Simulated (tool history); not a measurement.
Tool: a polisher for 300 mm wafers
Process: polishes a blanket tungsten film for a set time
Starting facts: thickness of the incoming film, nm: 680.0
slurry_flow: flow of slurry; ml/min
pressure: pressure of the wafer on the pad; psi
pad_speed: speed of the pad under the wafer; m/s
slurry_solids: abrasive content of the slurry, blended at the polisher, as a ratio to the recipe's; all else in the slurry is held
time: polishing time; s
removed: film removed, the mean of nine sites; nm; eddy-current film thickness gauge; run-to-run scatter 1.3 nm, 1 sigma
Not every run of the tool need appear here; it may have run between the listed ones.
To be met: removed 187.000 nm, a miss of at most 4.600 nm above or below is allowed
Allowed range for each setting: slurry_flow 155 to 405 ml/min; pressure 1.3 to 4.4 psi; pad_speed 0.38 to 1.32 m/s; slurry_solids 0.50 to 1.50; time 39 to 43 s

run,hour,slurry_flow,pressure,pad_speed,slurry_solids,time,removed
1,0.0,260,2.8,0.84,1.00,43,138.980
2,5.1,260,2.8,0.64,1.00,43,105.770
3,13.2,260,2.8,0.64,1.00,39,97.490
4,16.8,260,2.8,0.64,1.00,39,97.219
5,20.6,265,3.1,0.64,1.00,39,106.850
6,29.4,265,3.3,0.66,1.00,39,117.660
7,38.3,265,3.5,0.68,1.00,39,127.780
8,45.1,285,4.3,0.76,1.00,39,173.990

Exercise: of the 5 proposed moves below, exactly one satisfies all targets within the stated allowed misses. Which move is it?
A,51.9,355,4.4,0.84,0.80,40,?
B,51.9,230,4.3,0.68,1.25,39,?
C,51.9,325,4.2,0.82,1.10,39,?
D,51.9,270,4.3,0.78,1.10,43,?
E,51.9,280,4.3,0.72,1.10,40,?

move,removed
A,199.340
B,160.920
C,188.590
D,200.450
E,173.170
A: pushes the last run's worst result past its target
B: further off than the last run
C: all results land within tolerance of their targets
D: pushes the last run's worst result past its target
E: further off than the last run
The move that meets every target is C.
